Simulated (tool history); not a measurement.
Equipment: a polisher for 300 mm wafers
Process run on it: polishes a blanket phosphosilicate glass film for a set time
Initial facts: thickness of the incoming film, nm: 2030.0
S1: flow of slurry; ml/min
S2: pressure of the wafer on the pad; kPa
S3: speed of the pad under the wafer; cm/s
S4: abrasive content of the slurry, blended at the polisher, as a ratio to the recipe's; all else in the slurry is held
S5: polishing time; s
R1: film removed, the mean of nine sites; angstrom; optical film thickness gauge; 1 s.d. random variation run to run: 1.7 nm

run	day	S1	S2	S3	S4	S5	R1
1	0	255	23.4	104	1	28	2538.5
2	0.129	255	20	100	1	28	2050.3
3	0.488	255	15.9	100	1	28	1637.6
4	0.554	255	10.3	100	1	28	1100.7
5	0.912	255	10.3	80	1	28	921.36
6	1.212	255	11.7	80	1	28	1020.1

Run 7 comes next. What will it give?
7	1.35	255	12.4	80	1	28	?

{"run 7": {"R1": 1113.7}}
